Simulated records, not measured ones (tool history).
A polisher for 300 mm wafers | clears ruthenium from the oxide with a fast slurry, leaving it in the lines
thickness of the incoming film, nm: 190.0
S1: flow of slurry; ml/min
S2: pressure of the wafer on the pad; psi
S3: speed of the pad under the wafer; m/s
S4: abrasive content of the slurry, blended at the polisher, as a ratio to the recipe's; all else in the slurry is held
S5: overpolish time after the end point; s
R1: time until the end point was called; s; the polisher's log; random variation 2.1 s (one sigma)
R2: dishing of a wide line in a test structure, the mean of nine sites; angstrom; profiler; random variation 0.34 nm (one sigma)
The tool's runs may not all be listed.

run,hour,S1,S2,S3,S4,S5,R1,R2
1,0,145,1.6,1.02,1,19,83.083,344.48
2,1.7,140,1.4,1.02,1,21,96.705,334.11
3,10.7,140,1.4,1.2,1,21,87.646,371.91
4,19.6,130,1.3,1.2,1,22,97.001,353.09
5,24.1,120,1.2,1.2,1,23,107.02,346.75
6,26.6,120,0.8,1.2,1,23,148.27,243.22
7,35.4,125,0.8,1.2,1,24,152.9,252.7
8,40,125,0.9,1.2,1,24,135.95,286.4
9,41.6,130,0.9,1.2,1,24,134.22,287.1
10,45.6,135,0.9,1.2,1,24,128.68,285.48
11,48.3,130,0.9,1.2,1,24,133.04,281.67

The next listed run, before its measurement:
12,55.5,130,0.9,1.2,1,25,?,?

Run 12 gave R1 133.98 s, R2 295.01 angstrom.
